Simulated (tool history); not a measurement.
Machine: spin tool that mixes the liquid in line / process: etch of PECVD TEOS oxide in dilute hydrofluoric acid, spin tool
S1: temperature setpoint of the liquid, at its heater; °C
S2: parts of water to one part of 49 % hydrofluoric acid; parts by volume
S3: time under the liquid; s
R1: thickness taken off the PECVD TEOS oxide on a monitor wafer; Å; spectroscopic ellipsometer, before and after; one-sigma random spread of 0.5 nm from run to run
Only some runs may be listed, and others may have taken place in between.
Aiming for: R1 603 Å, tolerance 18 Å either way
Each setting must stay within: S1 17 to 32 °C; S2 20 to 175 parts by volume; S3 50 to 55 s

run 1 hour=0 | S1=24 S2=95 S3=50 | R1=152.31
run 2 hour=8.2 | S1=24 S2=95 S3=50 | R1=149.16
run 3 hour=15.7 | S1=24 S2=80 S3=50 | R1=184.07
run 4 hour=16.3 | S1=24 S2=80 S3=50 | R1=182.49
run 5 hour=24.4 | S1=25 S2=70 S3=50 | R1=221.69
run 6 hour=26.3 | S1=27 S2=70 S3=50 | R1=240.46
run 7 hour=28.1 | S1=27 S2=70 S3=50 | R1=241.63
run 8 hour=32.4 | S1=27.5 S2=65 S3=50 | R1=266.81
run 9 hour=41.3 | S1=28 S2=60 S3=50 | R1=295.16

Consider the 5 candidate settings below. Which is the only one whose results all fall within their allowed miss of target?
run A hour=50.2 | S1=28.5 S2=45 S3=55 | R1=?
run B hour=50.2 | S1=30.5 S2=40 S3=50 | R1=?
run C hour=50.2 | S1=26 S2=90 S3=50 | R1=?
run D hour=50.2 | S1=29 S2=35 S3=55 | R1=?
run E hour=50.2 | S1=27.5 S2=35 S3=55 | R1=?

move=A R1=446.42
move=B R1=498.09
move=C R1=172.62
move=D R1=594.49
move=E R1=559.58
A: nearer than the last run, and not there yet
B: nearer than the last run, and not there yet
C: the biggest miss grows against the last run
D: every result within its allowed miss
E: nearer than the last run, and not there yet
D meets every target.
